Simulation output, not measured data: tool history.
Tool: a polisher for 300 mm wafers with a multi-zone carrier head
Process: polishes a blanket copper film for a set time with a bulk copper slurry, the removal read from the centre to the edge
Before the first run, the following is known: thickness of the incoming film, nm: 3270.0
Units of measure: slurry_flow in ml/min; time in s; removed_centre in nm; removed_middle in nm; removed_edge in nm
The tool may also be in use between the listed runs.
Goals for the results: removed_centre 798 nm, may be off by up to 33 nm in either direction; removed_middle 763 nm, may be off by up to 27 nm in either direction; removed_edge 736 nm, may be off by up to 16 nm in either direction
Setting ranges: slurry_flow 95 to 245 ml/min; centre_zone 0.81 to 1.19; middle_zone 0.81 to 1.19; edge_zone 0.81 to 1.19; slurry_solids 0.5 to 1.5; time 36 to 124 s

{"run": 1, "hour": 0.0, "slurry_flow": 155, "centre_zone": 1, "middle_zone": 1, "edge_zone": 1, "slurry_solids": 1, "time": 79, "removed_centre": 636.21, "removed_middle": 644.62, "removed_edge": 638.36}
{"run": 2, "hour": 5.6, "slurry_flow": 160, "centre_zone": 1.01, "middle_zone": 1.01, "edge_zone": 1.01, "slurry_solids": 1, "time": 79, "removed_centre": 636.46, "removed_middle": 647.92, "removed_edge": 650.27}
{"run": 3, "hour": 13.4, "slurry_flow": 165, "centre_zone": 1.03, "middle_zone": 1.02, "edge_zone": 1.01, "slurry_solids": 1, "time": 79, "removed_centre": 657.6, "removed_middle": 662.56, "removed_edge": 643.83}
{"run": 4, "hour": 20.8, "slurry_flow": 190, "centre_zone": 1.03, "middle_zone": 1.02, "edge_zone": 1.01, "slurry_solids": 1, "time": 79, "removed_centre": 673.94, "removed_middle": 669.56, "removed_edge": 651.95}
{"run": 5, "hour": 28.8, "slurry_flow": 190, "centre_zone": 1.03, "middle_zone": 0.96, "edge_zone": 1.01, "slurry_solids": 1, "time": 79, "removed_centre": 680.56, "removed_middle": 632.38, "removed_edge": 650.75}
{"run": 6, "hour": 31.5, "slurry_flow": 190, "centre_zone": 0.96, "middle_zone": 0.96, "edge_zone": 1.01, "slurry_solids": 1, "time": 79, "removed_centre": 623.95, "removed_middle": 631.55, "removed_edge": 655.52}
{"run": 7, "hour": 37.2, "slurry_flow": 235, "centre_zone": 1.06, "middle_zone": 1.06, "edge_zone": 1.11, "slurry_solids": 1.2, "time": 80, "removed_centre": 753.28, "removed_middle": 740.66, "removed_edge": 738.91}
{"run": 8, "hour": 43.9, "slurry_flow": 235, "centre_zone": 1.06, "middle_zone": 1.06, "edge_zone": 1.11, "slurry_solids": 1.2, "time": 80, "removed_centre": 750.12, "removed_middle": 752.67, "removed_edge": 742.79}
{"run": 9, "hour": 49.7, "slurry_flow": 235, "centre_zone": 1.07, "middle_zone": 1.06, "edge_zone": 1.11, "slurry_solids": 1.2, "time": 80, "removed_centre": 766.47, "removed_middle": 733.98, "removed_edge": 733.23}

Pick the move, out of 4, that brings all results within their allowed miss; only one does.
{"run": "A", "hour": 55.5, "slurry_flow": 245, "centre_zone": 1.07, "middle_zone": 1.05, "edge_zone": 1.15, "slurry_solids": 1.35, "time": 81, "removed_centre": "?", "removed_middle": "?", "removed_edge": "?"}
{"run": "B", "hour": 55.5, "slurry_flow": 210, "centre_zone": 1.1, "middle_zone": 1.05, "edge_zone": 1.04, "slurry_solids": 1.1, "time": 85, "removed_centre": "?", "removed_middle": "?", "removed_edge": "?"}
{"run": "C", "hour": 55.5, "slurry_flow": 240, "centre_zone": 1.11, "middle_zone": 1.11, "edge_zone": 1.17, "slurry_solids": 1.2, "time": 74, "removed_centre": "?", "removed_middle": "?", "removed_edge": "?"}
{"run": "D", "hour": 55.5, "slurry_flow": 245, "centre_zone": 1.07, "middle_zone": 1.1, "edge_zone": 1.08, "slurry_solids": 1.2, "time": 78, "removed_centre": "?", "removed_middle": "?", "removed_edge": "?"}

move=A removed_centre=783.63 removed_middle=772.75 removed_edge=783.58
move=B removed_centre=791.76 removed_middle=760.86 removed_edge=736.68
move=C removed_centre=721.82 removed_middle=719.02 removed_edge=701.56
move=D removed_centre=735.01 removed_middle=753.98 removed_edge=711.12
A: brings the result that was furthest off to its target, and leaves another outside
B: in spec on every target
C: further off than the last run
D: brings the result that was furthest off to its target, and leaves another outside
The move that meets every target is B.
